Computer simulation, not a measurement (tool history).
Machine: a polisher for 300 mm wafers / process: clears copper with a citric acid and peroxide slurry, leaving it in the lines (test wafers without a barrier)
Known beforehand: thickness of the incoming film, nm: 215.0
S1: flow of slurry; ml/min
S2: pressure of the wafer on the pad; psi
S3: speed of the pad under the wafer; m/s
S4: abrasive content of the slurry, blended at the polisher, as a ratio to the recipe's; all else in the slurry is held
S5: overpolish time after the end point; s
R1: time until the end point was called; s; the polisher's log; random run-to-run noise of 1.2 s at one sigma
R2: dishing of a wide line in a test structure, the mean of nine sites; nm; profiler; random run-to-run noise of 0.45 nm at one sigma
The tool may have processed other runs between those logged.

{"run": 1, "hour": 0.0, "S1": 180, "S2": 2.9, "S3": 0.88, "S4": 1.0, "S5": 19, "R1": 95.245, "R2": 30.858}
{"run": 2, "hour": 6.2, "S1": 180, "S2": 2.8, "S3": 0.88, "S4": 1.0, "S5": 19, "R1": 97.704, "R2": 30.117}
{"run": 3, "hour": 12.2, "S1": 180, "S2": 2.7, "S3": 0.88, "S4": 1.0, "S5": 19, "R1": 100.37, "R2": 28.882}
{"run": 4, "hour": 19.8, "S1": 180, "S2": 2.7, "S3": 0.8, "S4": 1.0, "S5": 19, "R1": 106.98, "R2": 26.884}
{"run": 5, "hour": 23.7, "S1": 215, "S2": 2.7, "S3": 0.8, "S4": 1.0, "S5": 19, "R1": 105.41, "R2": 28.042}
{"run": 6, "hour": 24.4, "S1": 190, "S2": 2.7, "S3": 0.8, "S4": 1.0, "S5": 19, "R1": 108.54, "R2": 27.727}

For run 7, what comes out?
{"run": 7, "hour": 25.7, "S1": 185, "S2": 2.7, "S3": 0.8, "S4": 1.0, "S5": 19, "R1": "?", "R2": "?"}

Logged for run 7: R1 106.010 s, R2 27.637 nm.
